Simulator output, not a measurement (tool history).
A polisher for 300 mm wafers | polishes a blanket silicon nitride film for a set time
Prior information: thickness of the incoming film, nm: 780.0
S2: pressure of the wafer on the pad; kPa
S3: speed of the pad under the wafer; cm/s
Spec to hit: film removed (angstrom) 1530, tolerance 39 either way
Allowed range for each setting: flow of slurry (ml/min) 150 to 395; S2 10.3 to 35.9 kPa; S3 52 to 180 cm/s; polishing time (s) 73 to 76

Run 1, day 0: flow of slurry (ml/min) 250, S2 22.8 kPa, S3 116 cm/s, polishing time (s) 73. Result: film removed (angstrom) 1162.2.
Run 2, day 0.288: flow of slurry (ml/min) 200, S2 22.8 kPa, S3 116 cm/s, polishing time (s) 73. Result: film removed (angstrom) 1151.2.
Run 3, day 0.604: flow of slurry (ml/min) 200, S2 24.8 kPa, S3 116 cm/s, polishing time (s) 73. Result: film removed (angstrom) 1242.7.
Run 4, day 0.683: flow of slurry (ml/min) 200, S2 19.3 kPa, S3 116 cm/s, polishing time (s) 73. Result: film removed (angstrom) 986.55.
Run 5, day 0.729: flow of slurry (ml/min) 160, S2 19.3 kPa, S3 116 cm/s, polishing time (s) 73. Result: film removed (angstrom) 955.73.
Run 6, day 0.929: flow of slurry (ml/min) 160, S2 19.3 kPa, S3 116 cm/s, polishing time (s) 76. Result: film removed (angstrom) 1000.4.
At day 1.042: head pressure recalibrated.
Run 7, day 1.042: flow of slurry (ml/min) 200, S2 22.1 kPa, S3 116 cm/s, polishing time (s) 76. Result: film removed (angstrom) 1297.1.
Run 8, day 1.4: flow of slurry (ml/min) 270, S2 22.1 kPa, S3 116 cm/s, polishing time (s) 76. Result: film removed (angstrom) 1314.8.
Run 9, day 1.771: flow of slurry (ml/min) 300, S2 22.8 kPa, S3 116 cm/s, polishing time (s) 76. Result: film removed (angstrom) 1370.5.
Run 10, day 1.938: flow of slurry (ml/min) 320, S2 23.4 kPa, S3 116 cm/s, polishing time (s) 76. Result: film removed (angstrom) 1416.9.

5 candidate next runs follow, results not yet known. Just one meets every target within its allowed miss. Identify it.
Run A, day 2.104: flow of slurry (ml/min) 335, S2 24.8 kPa, S3 120 cm/s, polishing time (s) 76. Result: film removed (angstrom) ?.
Run B, day 2.104: flow of slurry (ml/min) 260, S2 30.3 kPa, S3 90 cm/s, polishing time (s) 76. Result: film removed (angstrom) ?.
Run C, day 2.104: flow of slurry (ml/min) 315, S2 26.9 kPa, S3 106 cm/s, polishing time (s) 73. Result: film removed (angstrom) ?.
Run D, day 2.104: flow of slurry (ml/min) 315, S2 26.9 kPa, S3 100 cm/s, polishing time (s) 76. Result: film removed (angstrom) ?.
Run E, day 2.104: flow of slurry (ml/min) 320, S2 23.4 kPa, S3 120 cm/s, polishing time (s) 74. Result: film removed (angstrom) ?.

move  film removed (angstrom)
   A                   1555.9
   B                     1475
   C                   1456.6
   D                   1447.4
   E                   1428.5
A: every result within its allowed miss
B: nearer than the last run, and not there yet
C: nearer than the last run, and not there yet
D: nearer than the last run, and not there yet
E: nearer than the last run, and not there yet
Move A is the one to make.
